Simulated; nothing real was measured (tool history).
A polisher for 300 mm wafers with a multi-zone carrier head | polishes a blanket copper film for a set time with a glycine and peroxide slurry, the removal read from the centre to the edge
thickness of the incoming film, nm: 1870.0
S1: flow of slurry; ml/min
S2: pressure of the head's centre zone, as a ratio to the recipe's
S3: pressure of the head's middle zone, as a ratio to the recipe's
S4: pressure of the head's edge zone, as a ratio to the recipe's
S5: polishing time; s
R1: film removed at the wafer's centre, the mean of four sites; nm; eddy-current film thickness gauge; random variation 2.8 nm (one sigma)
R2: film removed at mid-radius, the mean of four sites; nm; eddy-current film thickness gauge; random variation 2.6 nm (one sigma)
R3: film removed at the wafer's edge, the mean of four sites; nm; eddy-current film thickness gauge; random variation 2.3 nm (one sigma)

run 1 hour=0 | S1=285 S2=1 S3=1 S4=1 S5=89 | R1=266.85 R2=273.97 R3=267.08
run 2 hour=2.6 | S1=230 S2=1 S3=1 S4=1 S5=89 | R1=263.29 R2=264.11 R3=256.63
run 3 hour=11.6 | S1=220 S2=1.01 S3=0.98 S4=0.98 S5=82 | R1=236.78 R2=241.41 R3=234.12
run 4 hour=15.2 | S1=220 S2=1.01 S3=1.04 S4=0.98 S5=82 | R1=248.63 R2=248.53 R3=238.76
run 5 hour=24.2 | S1=220 S2=1.01 S3=1.07 S4=0.98 S5=82 | R1=240.86 R2=247.91 R3=230.45
run 6 hour=32 | S1=210 S2=1.04 S3=1.05 S4=0.99 S5=75 | R1=222.17 R2=226.48 R3=217.43

Forecast run 7:
run 7 hour=40.1 | S1=200 S2=1.08 S3=1.02 S4=0.97 S5=71 | R1=? R2=? R3=?

Run 7 gave R1 210.65 nm, R2 207.64 nm, R3 201.64 nm.

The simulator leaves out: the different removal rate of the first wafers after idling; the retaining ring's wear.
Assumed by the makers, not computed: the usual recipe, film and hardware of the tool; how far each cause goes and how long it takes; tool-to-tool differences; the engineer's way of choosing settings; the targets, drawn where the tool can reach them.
